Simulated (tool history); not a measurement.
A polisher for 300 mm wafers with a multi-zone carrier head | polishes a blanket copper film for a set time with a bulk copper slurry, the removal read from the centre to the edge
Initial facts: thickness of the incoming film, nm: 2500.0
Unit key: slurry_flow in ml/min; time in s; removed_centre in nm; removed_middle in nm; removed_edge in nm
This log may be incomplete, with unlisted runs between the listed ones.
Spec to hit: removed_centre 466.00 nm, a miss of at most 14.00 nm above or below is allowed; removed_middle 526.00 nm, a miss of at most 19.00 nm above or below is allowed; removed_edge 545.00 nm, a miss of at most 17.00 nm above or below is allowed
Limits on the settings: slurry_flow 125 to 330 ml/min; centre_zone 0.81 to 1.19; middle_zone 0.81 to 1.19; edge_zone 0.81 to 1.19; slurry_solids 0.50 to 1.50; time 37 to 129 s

run,hour,slurry_flow,centre_zone,middle_zone,edge_zone,slurry_solids,time,removed_centre,removed_middle,removed_edge
1,0.0,210,1.00,1.00,1.00,1.00,83,935.44,948.86,893.57
2,8.5,200,0.97,0.98,0.99,0.90,78,820.29,842.21,816.65
3,13.3,200,0.97,0.98,0.95,0.90,78,821.83,848.65,804.03
4,16.6,200,0.97,0.98,1.02,0.90,78,825.31,838.68,833.72
5,22.0,190,0.94,0.97,1.00,0.80,74,737.67,764.78,778.63
6,29.9,190,0.94,0.97,1.06,0.80,74,736.52,766.34,790.01
7,32.1,185,0.92,0.97,1.03,0.75,70,670.17,710.04,731.17
8,39.7,180,0.90,0.96,1.01,0.70,67,614.78,657.79,674.84

4 next moves are on the table. One of them brings every result within its allowed miss. Which?
A,47.3,240,0.99,0.92,1.09,0.75,46,?,?,?
B,47.3,200,1.10,0.99,0.89,0.65,50,?,?,?
C,47.3,205,1.01,1.06,0.93,0.55,49,?,?,?
D,47.3,300,0.84,0.93,1.03,0.50,56,?,?,?

move,removed_centre,removed_middle,removed_edge
A,485.10,462.61,502.05
B,561.15,512.20,475.82
C,490.36,516.69,461.38
D,472.54,536.07,557.60
A: gains on the last run, yet a result remains outside its allowed miss
B: gains on the last run, yet a result remains outside its allowed miss
C: gains on the last run, yet a result remains outside its allowed miss
D: every result within its allowed miss
Correct choice: D, which meets every target
